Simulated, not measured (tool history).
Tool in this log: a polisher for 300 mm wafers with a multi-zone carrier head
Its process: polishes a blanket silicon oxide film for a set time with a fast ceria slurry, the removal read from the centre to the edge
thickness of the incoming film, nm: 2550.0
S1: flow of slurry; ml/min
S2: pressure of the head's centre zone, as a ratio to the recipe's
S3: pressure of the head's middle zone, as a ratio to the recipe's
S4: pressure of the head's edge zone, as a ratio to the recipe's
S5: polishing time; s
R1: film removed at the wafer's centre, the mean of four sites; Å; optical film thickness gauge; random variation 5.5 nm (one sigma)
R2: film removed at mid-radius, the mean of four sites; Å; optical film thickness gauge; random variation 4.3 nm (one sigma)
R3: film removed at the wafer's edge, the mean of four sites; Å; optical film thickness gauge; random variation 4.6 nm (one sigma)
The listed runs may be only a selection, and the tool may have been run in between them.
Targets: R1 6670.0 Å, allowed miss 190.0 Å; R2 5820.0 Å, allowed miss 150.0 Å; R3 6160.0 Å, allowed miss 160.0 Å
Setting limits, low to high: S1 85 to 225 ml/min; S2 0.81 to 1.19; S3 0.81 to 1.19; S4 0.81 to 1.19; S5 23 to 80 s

Run 1, hour 0.0: S1 145 ml/min, S2 1.00, S3 1.00, S4 1.00, S5 51 s. Result: R1 8845.8 Å, R2 8576.2 Å, R3 9089.3 Å.
Run 2, hour 8.2: S1 145 ml/min, S2 1.06, S3 1.00, S4 1.00, S5 51 s. Result: R1 9493.6 Å, R2 8591.0 Å, R3 9026.6 Å.
Run 3, hour 14.7: S1 145 ml/min, S2 1.06, S3 0.96, S4 1.00, S5 51 s. Result: R1 9378.5 Å, R2 8436.1 Å, R3 9034.3 Å.
Run 4, hour 19.5: S1 115 ml/min, S2 1.06, S3 0.96, S4 1.00, S5 51 s. Result: R1 8752.8 Å, R2 7827.2 Å, R3 8736.4 Å.
At hour 28.0: slurry nozzle cleaned.
Run 5, hour 28.0: S1 130 ml/min, S2 1.06, S3 0.96, S4 1.00, S5 51 s. Result: R1 10228.0 Å, R2 8870.9 Å, R3 9579.6 Å.
Run 6, hour 35.6: S1 115 ml/min, S2 1.10, S3 1.01, S4 1.02, S5 46 s. Result: R1 9129.1 Å, R2 8294.9 Å, R3 8541.0 Å.
Run 7, hour 39.1: S1 140 ml/min, S2 1.06, S3 0.97, S4 0.96, S5 42 s. Result: R1 8351.7 Å, R2 7595.3 Å, R3 7740.4 Å.
Run 8, hour 47.7: S1 145 ml/min, S2 1.04, S3 0.93, S4 0.93, S5 39 s. Result: R1 7749.5 Å, R2 6791.5 Å, R3 7169.5 Å.
Run 9, hour 49.9: S1 140 ml/min, S2 1.03, S3 0.92, S4 0.90, S5 38 s. Result: R1 7617.2 Å, R2 6584.0 Å, R3 6766.6 Å.
Run 10, hour 50.6: S1 130 ml/min, S2 1.01, S3 0.91, S4 0.89, S5 38 s. Result: R1 7175.8 Å, R2 6307.6 Å, R3 6771.5 Å.
Run 11, hour 53.1: S1 100 ml/min, S2 1.04, S3 0.93, S4 0.81, S5 35 s. Result: R1 6463.1 Å, R2 5711.9 Å, R3 5733.9 Å.
Run 12, hour 58.8: S1 105 ml/min, S2 1.04, S3 0.92, S4 0.83, S5 35 s. Result: R1 6537.9 Å, R2 5672.2 Å, R3 5864.7 Å.

5 next moves are on the table. One of them brings every result within its allowed miss. Which?
Run A, hour 64.5: S1 110 ml/min, S2 1.06, S3 0.94, S4 0.93, S5 35 s. Result: R1 ?, R2 ?, R3 ?.
Run B, hour 64.5: S1 135 ml/min, S2 1.01, S3 0.88, S4 0.88, S5 37 s. Result: R1 ?, R2 ?, R3 ?.
Run C, hour 64.5: S1 100 ml/min, S2 1.08, S3 0.94, S4 0.81, S5 34 s. Result: R1 ?, R2 ?, R3 ?.
Run D, hour 64.5: S1 125 ml/min, S2 1.07, S3 0.87, S4 0.83, S5 36 s. Result: R1 ?, R2 ?, R3 ?.
Run E, hour 64.5: S1 95 ml/min, S2 1.03, S3 0.84, S4 0.90, S5 39 s. Result: R1 ?, R2 ?, R3 ?.

move      R1      R2      R3
   A  6643.8  5858.0  6173.5
   B  7018.7  6083.7  6534.0
   C  6422.4  5586.5  5563.5
   D  7074.1  5784.9  6135.7
   E  6978.2  5778.7  6651.5
A: in spec on every target
B: the result that was furthest off in the last run now lies on the other side of its target
C: further off than the last run
D: the worst result of the last run now meets its target, but another is out of spec
E: the result that was furthest off in the last run now lies on the other side of its target
A is the move that brings every result within its allowed miss.

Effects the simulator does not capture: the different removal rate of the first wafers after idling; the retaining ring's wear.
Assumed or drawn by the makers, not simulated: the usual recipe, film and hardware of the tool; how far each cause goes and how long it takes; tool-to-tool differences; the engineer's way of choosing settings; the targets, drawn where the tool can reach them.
